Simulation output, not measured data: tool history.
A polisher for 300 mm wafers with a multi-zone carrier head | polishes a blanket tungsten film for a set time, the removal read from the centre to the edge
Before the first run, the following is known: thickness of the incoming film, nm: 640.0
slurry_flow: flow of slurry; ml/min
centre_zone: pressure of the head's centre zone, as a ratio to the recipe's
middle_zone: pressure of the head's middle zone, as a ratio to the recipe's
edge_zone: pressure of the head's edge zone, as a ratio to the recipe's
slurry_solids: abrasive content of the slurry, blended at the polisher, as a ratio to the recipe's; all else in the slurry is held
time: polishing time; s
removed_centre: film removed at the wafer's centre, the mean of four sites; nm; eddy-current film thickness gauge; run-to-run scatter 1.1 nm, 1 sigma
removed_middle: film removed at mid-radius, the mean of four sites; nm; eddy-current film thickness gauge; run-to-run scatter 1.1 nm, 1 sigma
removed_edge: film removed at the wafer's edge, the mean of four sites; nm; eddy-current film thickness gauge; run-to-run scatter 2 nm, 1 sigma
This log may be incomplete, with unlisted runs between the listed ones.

| run | hour | slurry_flow | centre_zone | middle_zone | edge_zone | slurry_solids | time | removed_centre | removed_middle | removed_edge |
|---|---|---|---|---|---|---|---|---|---|---|
| 1 | 0 | 305 | 1 | 1 | 1 | 1 | 41 | 235.71 | 239.35 | 240.6 |
| 2 | 1.3 | 305 | 1.02 | 0.95 | 0.95 | 0.85 | 36 | 200.91 | 189.53 | 190.04 |
| 3 | 4.2 | 305 | 1.02 | 0.87 | 0.95 | 0.85 | 36 | 201.12 | 176.19 | 190.78 |
| 4 | 12.4 | 300 | 1.02 | 0.85 | 0.93 | 0.75 | 34 | 182.38 | 157.63 | 172.01 |
| 5 | 16.6 | 295 | 1.02 | 0.84 | 0.9 | 0.65 | 33 | 172.17 | 144.06 | 157.46 |
| 6 | 20.5 | 295 | 0.98 | 0.84 | 0.9 | 0.65 | 33 | 163.3 | 144.58 | 160.91 |

What will run 7 give?
| 7 | 22.2 | 290 | 0.99 | 0.84 | 0.87 | 0.6 | 32 | ? | ? | ? |

removed_centre: 154.55 nm
removed_middle: 135.16 nm
removed_edge: 144.01 nm

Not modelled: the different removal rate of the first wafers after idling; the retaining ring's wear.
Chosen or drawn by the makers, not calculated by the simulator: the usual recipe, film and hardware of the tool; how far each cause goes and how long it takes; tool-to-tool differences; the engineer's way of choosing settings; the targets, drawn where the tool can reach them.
